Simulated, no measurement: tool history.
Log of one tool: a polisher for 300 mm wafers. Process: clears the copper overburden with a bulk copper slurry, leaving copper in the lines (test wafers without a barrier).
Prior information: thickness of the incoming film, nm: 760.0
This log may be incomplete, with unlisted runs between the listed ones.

run	hour	flow of slurry (ml/min)	pressure of the wafer on the pad (psi)	speed of the pad under the wafer (m/s)	abrasive content of the slurry	overpolish time after the end point (s)	time until the end point was called (s)	dishing of a wide line in a test structure (angstrom)
1	0	185	2.9	1	1	14	69.963	544.65
2	0.9	195	2.4	1.1	1.05	11	73.553	472.27
3	3.8	195	1.7	1.1	1.05	11	96.661	406.74
4	8.3	195	1.7	1.1	1.1	11	93.565	401.5
5	9.1	195	1.7	1.1	1.1	8	95.348	336.48
6	15.4	165	1.7	1.18	1.25	7	90.4	322.88
7	17.2	145	1.6	1.32	1.35	6	85.468	299.97
8	23.6	135	1.6	1.4	1.4	5	80.948	276.13

Expected results for the next run?
9	25.4	130	1.7	1.46	1.45	5	?	?

time until the end point was called (s): 73.549
dishing of a wide line in a test structure (angstrom): 291.39
